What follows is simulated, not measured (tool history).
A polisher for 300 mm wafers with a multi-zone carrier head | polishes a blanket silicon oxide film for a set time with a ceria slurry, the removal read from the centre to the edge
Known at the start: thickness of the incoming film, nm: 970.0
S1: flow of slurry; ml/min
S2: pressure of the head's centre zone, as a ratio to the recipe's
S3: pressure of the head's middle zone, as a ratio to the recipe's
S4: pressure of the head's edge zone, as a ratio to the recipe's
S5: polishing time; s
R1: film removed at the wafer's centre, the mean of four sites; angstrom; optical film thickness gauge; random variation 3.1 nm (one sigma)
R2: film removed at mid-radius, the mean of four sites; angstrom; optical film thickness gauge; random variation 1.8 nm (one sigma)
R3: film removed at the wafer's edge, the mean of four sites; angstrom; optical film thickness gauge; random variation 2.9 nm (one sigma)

run,day,S1,S2,S3,S4,S5,R1,R2,R3
1,0.000,235,1.00,1.00,1.00,73,2929.2,2905.3,2895.9
2,0.354,270,1.00,1.00,1.00,73,3033.5,2980.5,2976.2
3,0.479,270,1.00,1.00,1.00,81,3332.2,3366.9,3245.4
4,0.621,270,1.00,1.00,1.00,71,2856.4,2906.7,2825.9
5,0.658,270,1.00,1.00,1.07,71,2918.6,2965.6,2984.6
6,0.992,265,0.99,0.98,1.05,69,2774.0,2845.7,2828.5
7,1.188,265,0.99,0.98,1.05,69,2792.6,2774.2,2833.7
8,1.333,260,0.98,0.96,1.04,68,2735.9,2717.0,2764.2

The next listed run, before its measurement:
9,1.492,250,0.98,0.94,1.05,66,?,?,?

Run 9 gave R1 2565.0 angstrom, R2 2534.5 angstrom, R3 2758.9 angstrom.

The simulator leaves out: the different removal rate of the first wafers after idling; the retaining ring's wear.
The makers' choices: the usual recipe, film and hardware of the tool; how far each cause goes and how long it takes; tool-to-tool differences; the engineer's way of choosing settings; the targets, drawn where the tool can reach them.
